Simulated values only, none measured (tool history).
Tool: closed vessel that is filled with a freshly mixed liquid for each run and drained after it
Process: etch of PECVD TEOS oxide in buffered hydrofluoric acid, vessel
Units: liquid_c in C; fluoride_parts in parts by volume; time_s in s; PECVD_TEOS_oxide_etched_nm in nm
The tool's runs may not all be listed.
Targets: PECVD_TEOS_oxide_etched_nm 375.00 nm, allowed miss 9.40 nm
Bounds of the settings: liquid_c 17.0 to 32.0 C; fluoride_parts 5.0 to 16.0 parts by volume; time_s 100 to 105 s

run 1 hour=0.0 | liquid_c=25.0 fluoride_parts=9.5 time_s=100 | PECVD_TEOS_oxide_etched_nm=239.05
run 2 hour=3.7 | liquid_c=25.0 fluoride_parts=8.0 time_s=100 | PECVD_TEOS_oxide_etched_nm=279.38
run 3 hour=9.4 | liquid_c=26.0 fluoride_parts=8.0 time_s=100 | PECVD_TEOS_oxide_etched_nm=289.35
run 4 hour=16.3 | liquid_c=27.0 fluoride_parts=8.0 time_s=100 | PECVD_TEOS_oxide_etched_nm=305.34
run 5 hour=22.7 | liquid_c=27.5 fluoride_parts=8.0 time_s=100 | PECVD_TEOS_oxide_etched_nm=317.09
run 6 hour=23.7 | liquid_c=27.5 fluoride_parts=10.0 time_s=100 | PECVD_TEOS_oxide_etched_nm=262.23
run 7 hour=28.3 | liquid_c=28.0 fluoride_parts=10.0 time_s=100 | PECVD_TEOS_oxide_etched_nm=262.73
run 8 hour=36.8 | liquid_c=28.5 fluoride_parts=10.0 time_s=100 | PECVD_TEOS_oxide_etched_nm=273.33
run 9 hour=43.6 | liquid_c=29.0 fluoride_parts=10.0 time_s=100 | PECVD_TEOS_oxide_etched_nm=282.60
run 10 hour=52.1 | liquid_c=29.5 fluoride_parts=10.0 time_s=100 | PECVD_TEOS_oxide_etched_nm=291.38
run 11 hour=56.9 | liquid_c=30.0 fluoride_parts=10.0 time_s=100 | PECVD_TEOS_oxide_etched_nm=302.25
run 12 hour=62.3 | liquid_c=30.5 fluoride_parts=10.0 time_s=100 | PECVD_TEOS_oxide_etched_nm=305.04
run 13 hour=66.8 | liquid_c=31.5 fluoride_parts=9.0 time_s=100 | PECVD_TEOS_oxide_etched_nm=343.68

4 next moves are on the table. One of them brings every result within its allowed miss. Which?
run A hour=71.3 | liquid_c=32.0 fluoride_parts=9.5 time_s=105 | PECVD_TEOS_oxide_etched_nm=?
run B hour=71.3 | liquid_c=32.0 fluoride_parts=8.5 time_s=100 | PECVD_TEOS_oxide_etched_nm=?
run C hour=71.3 | liquid_c=32.0 fluoride_parts=10.0 time_s=105 | PECVD_TEOS_oxide_etched_nm=?
run D hour=71.3 | liquid_c=31.5 fluoride_parts=10.0 time_s=105 | PECVD_TEOS_oxide_etched_nm=?

move=A PECVD_TEOS_oxide_etched_nm=358.13
move=B PECVD_TEOS_oxide_etched_nm=375.37
move=C PECVD_TEOS_oxide_etched_nm=346.78
move=D PECVD_TEOS_oxide_etched_nm=337.90
A: nearer than the last run, and not there yet
B: meets every target
C: nearer than the last run, and not there yet
D: further off than the last run
Move B is the one to make.
